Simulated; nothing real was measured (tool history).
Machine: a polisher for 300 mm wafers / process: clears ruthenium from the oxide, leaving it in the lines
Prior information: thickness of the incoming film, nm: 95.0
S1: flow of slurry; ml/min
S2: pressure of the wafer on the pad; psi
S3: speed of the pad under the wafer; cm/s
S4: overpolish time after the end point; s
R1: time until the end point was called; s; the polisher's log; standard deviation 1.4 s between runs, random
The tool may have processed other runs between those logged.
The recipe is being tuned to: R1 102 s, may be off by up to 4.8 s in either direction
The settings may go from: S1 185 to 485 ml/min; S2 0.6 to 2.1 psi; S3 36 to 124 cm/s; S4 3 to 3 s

Run 1, hour 0: S1 310 ml/min, S2 1.3 psi, S3 80 cm/s, S4 3 s. Result: R1 179.7 s.
Run 2, hour 3: S1 310 ml/min, S2 1.5 psi, S3 80 cm/s, S4 3 s. Result: R1 154.5 s.
Run 3, hour 11.8: S1 310 ml/min, S2 1.5 psi, S3 92 cm/s, S4 3 s. Result: R1 143.8 s.
Run 4, hour 17.7: S1 380 ml/min, S2 1.5 psi, S3 92 cm/s, S4 3 s. Result: R1 139.01 s.
Run 5, hour 19.6: S1 425 ml/min, S2 1.5 psi, S3 92 cm/s, S4 3 s. Result: R1 138.99 s.
Run 6, hour 24: S1 425 ml/min, S2 1.6 psi, S3 92 cm/s, S4 3 s. Result: R1 127.16 s.
Run 7, hour 27: S1 425 ml/min, S2 1.7 psi, S3 92 cm/s, S4 3 s. Result: R1 124.31 s.
At hour 34: slurry nozzle cleaned.
Run 8, hour 34: S1 425 ml/min, S2 1.8 psi, S3 92 cm/s, S4 3 s. Result: R1 113.39 s.

Consider the 4 candidate settings below. Which is the only one whose results all fall within their allowed miss of target?
Run A, hour 41: S1 460 ml/min, S2 1.8 psi, S3 92 cm/s, S4 3 s. Result: R1 ?.
Run B, hour 41: S1 420 ml/min, S2 2 psi, S3 90 cm/s, S4 3 s. Result: R1 ?.
Run C, hour 41: S1 455 ml/min, S2 1.6 psi, S3 78 cm/s, S4 3 s. Result: R1 ?.
Run D, hour 41: S1 435 ml/min, S2 1.6 psi, S3 84 cm/s, S4 3 s. Result: R1 ?.

move      R1
   A  112.66
   B  103.97
   C  143.46
   D  136.04
A: an improvement on the last run, though not all results are within tolerance
B: in spec on every target
C: further off than the last run
D: further off than the last run
So the answer is move B, the one that meets all the targets.
